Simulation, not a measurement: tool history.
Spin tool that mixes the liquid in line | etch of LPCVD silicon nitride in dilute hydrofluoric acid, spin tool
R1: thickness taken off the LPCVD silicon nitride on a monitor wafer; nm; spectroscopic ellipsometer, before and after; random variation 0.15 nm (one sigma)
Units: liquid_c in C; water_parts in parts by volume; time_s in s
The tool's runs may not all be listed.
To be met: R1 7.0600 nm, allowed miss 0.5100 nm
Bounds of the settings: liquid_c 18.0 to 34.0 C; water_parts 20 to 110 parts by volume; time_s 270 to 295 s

run 1 day=0.000 | liquid_c=26.0 water_parts=60 time_s=270 | R1=2.6630
run 2 day=0.029 | liquid_c=27.0 water_parts=55 time_s=270 | R1=3.0720
run 3 day=0.179 | liquid_c=29.5 water_parts=55 time_s=270 | R1=3.6738
run 4 day=0.221 | liquid_c=29.5 water_parts=55 time_s=270 | R1=3.7343
run 5 day=0.400 | liquid_c=30.0 water_parts=50 time_s=270 | R1=4.0956
run 6 day=0.583 | liquid_c=30.0 water_parts=50 time_s=270 | R1=4.0182
run 7 day=0.829 | liquid_c=30.0 water_parts=50 time_s=270 | R1=4.1175
run 8 day=1.138 | liquid_c=30.5 water_parts=45 time_s=270 | R1=4.7519

5 next moves are on the table. One of them brings every result within its allowed miss. Which?
run A day=1.446 | liquid_c=27.0 water_parts=45 time_s=270 | R1=?
run B day=1.446 | liquid_c=31.5 water_parts=35 time_s=295 | R1=?
run C day=1.446 | liquid_c=34.0 water_parts=35 time_s=295 | R1=?
run D day=1.446 | liquid_c=29.5 water_parts=40 time_s=275 | R1=?
run E day=1.446 | liquid_c=33.0 water_parts=65 time_s=270 | R1=?

move=A R1=3.7973
move=B R1=7.1215
move=C R1=8.3531
move=D R1=5.1158
move=E R1=3.8791
A: further off than the last run
B: meets every target
C: takes the result that was furthest off past its target
D: nearer than the last run, and not there yet
E: further off than the last run
Move B is the one to make.

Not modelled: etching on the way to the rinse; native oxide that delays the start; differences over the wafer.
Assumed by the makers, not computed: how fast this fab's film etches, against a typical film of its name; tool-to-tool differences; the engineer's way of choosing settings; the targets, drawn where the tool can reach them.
